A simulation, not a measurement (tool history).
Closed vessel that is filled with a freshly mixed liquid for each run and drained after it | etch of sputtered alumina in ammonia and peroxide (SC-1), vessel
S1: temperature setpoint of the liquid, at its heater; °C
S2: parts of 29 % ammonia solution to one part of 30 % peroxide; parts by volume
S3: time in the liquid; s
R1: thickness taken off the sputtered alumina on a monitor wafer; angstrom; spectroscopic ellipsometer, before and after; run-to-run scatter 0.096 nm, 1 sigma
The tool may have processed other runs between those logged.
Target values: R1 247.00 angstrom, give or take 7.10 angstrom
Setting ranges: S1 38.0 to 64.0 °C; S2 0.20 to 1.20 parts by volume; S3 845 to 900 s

run,hour,S1,S2,S3,R1
1,0.0,48.0,0.75,845,413.06
2,2.2,48.0,0.60,845,399.85
3,3.1,47.0,0.60,845,381.56
4,6.9,47.0,0.50,845,374.34
5,9.0,46.0,0.50,845,349.17
6,11.7,46.0,0.50,900,374.52
7,13.9,45.0,0.50,900,353.99
8,18.0,44.0,0.50,900,335.48
9,24.8,43.5,0.50,900,325.63
10,29.4,43.0,0.50,900,314.73
11,38.4,38.0,0.50,900,236.82

Next run, 4 choices. One meets every target within its allowed miss, the rest don't. Which?
A,47.4,40.0,0.30,880,?
B,47.4,41.0,0.40,880,?
C,47.4,38.0,0.65,845,?
D,47.4,38.0,0.55,850,?

move,R1
A,249.17
B,271.65
C,228.75
D,226.46
A: all results in spec
B: carries the result that was furthest off beyond its target, to the other side
C: further off than the last run
D: further off than the last run
The move that meets every target is A.

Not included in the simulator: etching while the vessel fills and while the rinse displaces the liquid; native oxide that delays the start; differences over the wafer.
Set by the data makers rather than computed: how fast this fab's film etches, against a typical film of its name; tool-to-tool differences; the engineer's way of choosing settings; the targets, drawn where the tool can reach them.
